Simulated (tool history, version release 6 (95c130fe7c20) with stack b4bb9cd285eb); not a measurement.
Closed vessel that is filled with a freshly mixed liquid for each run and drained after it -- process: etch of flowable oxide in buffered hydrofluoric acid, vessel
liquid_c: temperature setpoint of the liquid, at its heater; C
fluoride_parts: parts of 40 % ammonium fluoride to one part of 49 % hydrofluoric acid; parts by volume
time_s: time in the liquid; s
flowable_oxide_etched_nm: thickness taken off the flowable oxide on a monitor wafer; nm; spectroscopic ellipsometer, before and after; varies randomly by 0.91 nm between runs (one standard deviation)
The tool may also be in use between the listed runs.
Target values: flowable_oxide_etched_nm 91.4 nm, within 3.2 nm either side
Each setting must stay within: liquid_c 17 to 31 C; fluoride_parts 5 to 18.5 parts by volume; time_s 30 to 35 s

run  hour  liquid_c  fluoride_parts  time_s  flowable_oxide_etched_nm
  1     0        23            11.5      35                    123.54
  2   4.8        22            11.5      35                    114.09
  3  10.4        22            11.5      35                    115.36
  4  12.8        22            11.5      35                    115.64
  5  16.6        22            11.5      35                    114.94
  6  21.8        22            11.5      35                    115.33
  7  26.1      21.5            11.5      35                    110.95
  8  31.2        21            11.5      35                    109.58
  9  32.3      20.5            11.5      35                    107.52
 10  33.3        20            11.5      35                    103.68
 11    37      19.5            11.5      35                    98.401

Exactly one of the 4 candidate moves below puts every result within its allowed miss. Which one?
  A  40.7        17              10      30                         ?
  B  40.7        18              10      35                         ?
  C  40.7      17.5              12      35                         ?
  D  40.7        21              14      35                         ?

move  flowable_oxide_etched_nm
   A                    86.802
   B                     107.2
   C                    87.212
   D                    91.316
A: the result that was furthest off in the last run now lies on the other side of its target
B: moves away from the targets compared with the last run
C: the result that was furthest off in the last run now lies on the other side of its target
D: meets every target
D is the move that brings every result within its allowed miss.

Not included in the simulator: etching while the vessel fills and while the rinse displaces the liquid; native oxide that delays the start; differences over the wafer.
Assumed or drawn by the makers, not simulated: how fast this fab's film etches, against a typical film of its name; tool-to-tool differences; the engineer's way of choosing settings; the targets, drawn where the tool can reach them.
